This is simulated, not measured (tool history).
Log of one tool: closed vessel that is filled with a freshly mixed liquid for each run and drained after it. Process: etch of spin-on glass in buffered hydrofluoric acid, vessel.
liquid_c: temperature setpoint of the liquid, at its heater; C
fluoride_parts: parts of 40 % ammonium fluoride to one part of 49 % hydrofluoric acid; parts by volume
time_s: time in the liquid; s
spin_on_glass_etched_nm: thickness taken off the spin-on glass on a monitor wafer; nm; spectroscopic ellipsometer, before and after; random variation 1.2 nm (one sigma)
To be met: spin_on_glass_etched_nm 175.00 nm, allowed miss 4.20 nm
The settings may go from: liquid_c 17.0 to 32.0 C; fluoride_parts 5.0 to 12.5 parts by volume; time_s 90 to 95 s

| run | hour | liquid_c | fluoride_parts | time_s | spin_on_glass_etched_nm |
|---|---|---|---|---|---|
| 1 | 0.0 | 25.0 | 7.5 | 90 | 328.08 |
| 2 | 2.2 | 25.0 | 7.5 | 90 | 327.21 |
| 3 | 3.6 | 23.5 | 8.0 | 90 | 277.57 |
| 4 | 4.8 | 22.0 | 8.0 | 90 | 255.49 |
| 5 | 8.3 | 24.0 | 8.0 | 90 | 290.56 |
| 6 | 17.3 | 22.5 | 8.0 | 90 | 267.95 |
| 7 | 20.0 | 21.5 | 8.0 | 90 | 250.31 |
| 8 | 22.8 | 20.5 | 8.0 | 90 | 234.65 |
| 9 | 23.9 | 20.0 | 8.0 | 90 | 230.62 |
| 10 | 28.7 | 19.5 | 8.0 | 90 | 221.12 |
| 11 | 32.5 | 19.0 | 8.0 | 90 | 219.85 |
| 12 | 34.3 | 18.5 | 8.0 | 90 | 214.72 |
| 13 | 36.4 | 18.0 | 8.0 | 90 | 206.25 |

Which of these 4 next moves meets every target?
| A | 38.5 | 20.5 | 10.5 | 90 | ? |
| B | 38.5 | 17.5 | 9.0 | 90 | ? |
| C | 38.5 | 17.5 | 7.5 | 95 | ? |
| D | 38.5 | 17.0 | 10.0 | 90 | ? |

| move | spin_on_glass_etched_nm |
|---|---|
| A | 186.29 |
| B | 176.28 |
| C | 226.77 |
| D | 160.32 |
A: nearer than the last run, and not there yet
B: meets every target
C: further off than the last run
D: takes the result that was furthest off past its target
Move B is the one to make.

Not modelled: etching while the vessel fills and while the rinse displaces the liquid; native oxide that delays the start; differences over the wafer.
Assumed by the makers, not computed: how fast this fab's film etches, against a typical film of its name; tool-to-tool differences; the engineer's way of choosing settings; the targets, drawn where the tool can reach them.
